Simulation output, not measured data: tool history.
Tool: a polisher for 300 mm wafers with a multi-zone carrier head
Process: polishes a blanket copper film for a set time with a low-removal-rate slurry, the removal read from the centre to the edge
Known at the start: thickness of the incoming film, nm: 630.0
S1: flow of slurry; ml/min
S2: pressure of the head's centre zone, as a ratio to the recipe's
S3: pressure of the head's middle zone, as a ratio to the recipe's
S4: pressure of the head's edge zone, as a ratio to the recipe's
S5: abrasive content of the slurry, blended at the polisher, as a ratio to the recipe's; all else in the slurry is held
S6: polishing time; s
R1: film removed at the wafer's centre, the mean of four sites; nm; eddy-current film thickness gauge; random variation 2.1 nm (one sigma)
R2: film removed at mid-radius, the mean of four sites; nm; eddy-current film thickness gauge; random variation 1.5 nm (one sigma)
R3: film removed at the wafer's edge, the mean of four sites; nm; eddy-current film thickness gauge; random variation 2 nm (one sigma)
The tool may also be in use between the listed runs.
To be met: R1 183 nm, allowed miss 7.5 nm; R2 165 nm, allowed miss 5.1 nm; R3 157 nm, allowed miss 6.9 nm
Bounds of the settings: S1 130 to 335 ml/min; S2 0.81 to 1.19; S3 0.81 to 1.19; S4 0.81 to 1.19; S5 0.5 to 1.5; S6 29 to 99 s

run 1 day=0 | S1=215 S2=1 S3=1 S4=1 S5=1 S6=64 | R1=223.3 R2=218.83 R3=226.74
run 2 day=0.317 | S1=215 S2=1 S3=1 S4=1 S5=1 S6=52 | R1=178.57 R2=179.79 R3=184.83
run 3 day=0.504 | S1=215 S2=0.95 S3=1 S4=1 S5=1 S6=52 | R1=174.39 R2=181.69 R3=182.42
run 4 day=0.542 | S1=215 S2=0.95 S3=0.95 S4=1 S5=1 S6=52 | R1=172.33 R2=172.61 R3=184.6
run 5 day=0.721 | S1=215 S2=0.98 S3=0.96 S4=0.97 S5=0.95 S6=52 | R1=175.16 R2=172.9 R3=176.55
run 6 day=1.075 | S1=215 S2=0.9 S3=0.96 S4=0.97 S5=0.95 S6=52 | R1=162.16 R2=173.38 R3=181.31
run 7 day=1.125 | S1=215 S2=0.93 S3=0.96 S4=0.95 S5=0.95 S6=52 | R1=171.08 R2=171.92 R3=179.82
run 8 day=1.183 | S1=215 S2=0.93 S3=0.96 S4=0.95 S5=0.95 S6=52 | R1=167.04 R2=172.63 R3=177.97
run 9 day=1.279 | S1=215 S2=0.93 S3=0.96 S4=0.95 S5=0.95 S6=52 | R1=168.56 R2=171.7 R3=174.56
run 10 day=1.438 | S1=215 S2=0.94 S3=0.96 S4=0.93 S5=0.95 S6=52 | R1=172.42 R2=172.05 R3=175.3
run 11 day=1.562 | S1=215 S2=0.95 S3=0.96 S4=0.91 S5=0.95 S6=52 | R1=170.28 R2=170.27 R3=171.53
run 12 day=1.633 | S1=215 S2=0.97 S3=0.96 S4=0.89 S5=0.95 S6=52 | R1=174.9 R2=172.39 R3=172.49
run 13 day=1.804 | S1=215 S2=0.99 S3=0.96 S4=0.88 S5=0.9 S6=52 | R1=179.89 R2=168.73 R3=170.59
run 14 day=1.946 | S1=215 S2=1 S3=0.97 S4=0.87 S5=0.9 S6=52 | R1=172.83 R2=169.29 R3=167.34
run 15 day=2.246 | S1=215 S2=1.02 S3=0.97 S4=0.86 S5=0.9 S6=52 | R1=183.72 R2=173.07 R3=166.42
run 16 day=2.442 | S1=210 S2=1.02 S3=0.97 S4=0.85 S5=0.9 S6=52 | R1=182.34 R2=169.04 R3=163.89
run 17 day=2.7 | S1=205 S2=1.02 S3=0.97 S4=0.84 S5=0.9 S6=52 | R1=180.15 R2=171.54 R3=167.49
run 18 day=3.046 | S1=210 S2=1.02 S3=0.97 S4=0.84 S5=0.9 S6=52 | R1=182.98 R2=172.19 R3=166.72
-- day=3.242 edge zone pressure recalibrated
run 19 day=3.242 | S1=210 S2=1.03 S3=0.97 S4=0.84 S5=0.9 S6=52 | R1=176.83 R2=172.67 R3=159.53

5 next moves are on the table. One of them brings every result within its allowed miss. Which?
run A day=3.438 | S1=210 S2=0.98 S3=1.07 S4=0.81 S5=1.15 S6=47 | R1=? R2=? R3=?
run B day=3.438 | S1=210 S2=0.99 S3=1.05 S4=0.86 S5=1 S6=51 | R1=? R2=? R3=?
run C day=3.438 | S1=200 S2=1.09 S3=0.98 S4=0.87 S5=0.75 S6=53 | R1=? R2=? R3=?
run D day=3.438 | S1=260 S2=0.91 S3=0.98 S4=0.86 S5=0.9 S6=51 | R1=? R2=? R3=?
run E day=3.438 | S1=180 S2=0.91 S3=0.91 S4=0.94 S5=0.85 S6=54 | R1=? R2=? R3=?

move=A R1=164.59 R2=175.75 R3=152.84
move=B R1=173.76 R2=180.98 R3=164.16
move=C R1=180.92 R2=163.4 R3=158.39
move=D R1=161.27 R2=170.2 R3=162.77
move=E R1=160.05 R2=159.64 R3=171.07
A: further off than the last run
B: further off than the last run
C: meets every target
D: further off than the last run
E: takes the result that was furthest off past its target
Answer: C

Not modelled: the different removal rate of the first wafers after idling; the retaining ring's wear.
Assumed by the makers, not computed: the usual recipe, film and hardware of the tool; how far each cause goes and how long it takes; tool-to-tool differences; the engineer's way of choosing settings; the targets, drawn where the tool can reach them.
